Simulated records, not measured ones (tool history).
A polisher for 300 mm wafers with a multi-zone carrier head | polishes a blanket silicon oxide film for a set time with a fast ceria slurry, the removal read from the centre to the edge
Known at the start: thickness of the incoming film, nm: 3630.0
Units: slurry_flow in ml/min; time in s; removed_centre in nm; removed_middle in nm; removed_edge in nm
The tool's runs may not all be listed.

{"run": 1, "hour": 0.0, "slurry_flow": 220, "centre_zone": 1, "middle_zone": 1, "edge_zone": 1, "time": 83, "removed_centre": 793.81, "removed_middle": 770.81, "removed_edge": 769.93}
{"run": 2, "hour": 6.3, "slurry_flow": 220, "centre_zone": 1, "middle_zone": 1, "edge_zone": 0.94, "time": 83, "removed_centre": 789.27, "removed_middle": 770.61, "removed_edge": 744.37}
{"run": 3, "hour": 11.1, "slurry_flow": 220, "centre_zone": 1, "middle_zone": 1, "edge_zone": 0.89, "time": 83, "removed_centre": 783.17, "removed_middle": 779.73, "removed_edge": 721.1}
{"run": 4, "hour": 16.6, "slurry_flow": 190, "centre_zone": 1, "middle_zone": 1, "edge_zone": 0.89, "time": 83, "removed_centre": 765.28, "removed_middle": 752.66, "removed_edge": 722.59}
{"run": 5, "hour": 24.9, "slurry_flow": 190, "centre_zone": 1, "middle_zone": 1, "edge_zone": 0.89, "time": 65, "removed_centre": 601.26, "removed_middle": 584.32, "removed_edge": 559.13}
{"run": 6, "hour": 29.2, "slurry_flow": 180, "centre_zone": 0.99, "middle_zone": 1, "edge_zone": 0.93, "time": 70, "removed_centre": 630.32, "removed_middle": 631.87, "removed_edge": 612.78}
{"run": 7, "hour": 30.4, "slurry_flow": 175, "centre_zone": 0.98, "middle_zone": 0.99, "edge_zone": 0.96, "time": 74, "removed_centre": 659.18, "removed_middle": 647.65, "removed_edge": 638.36}

Forecast run 8:
{"run": 8, "hour": 33.7, "slurry_flow": 175, "centre_zone": 0.98, "middle_zone": 0.99, "edge_zone": 0.96, "time": 74, "removed_centre": "?", "removed_middle": "?", "removed_edge": "?"}

Run 8 gave removed_centre 655.93 nm, removed_middle 655.46 nm, removed_edge 659.37 nm.
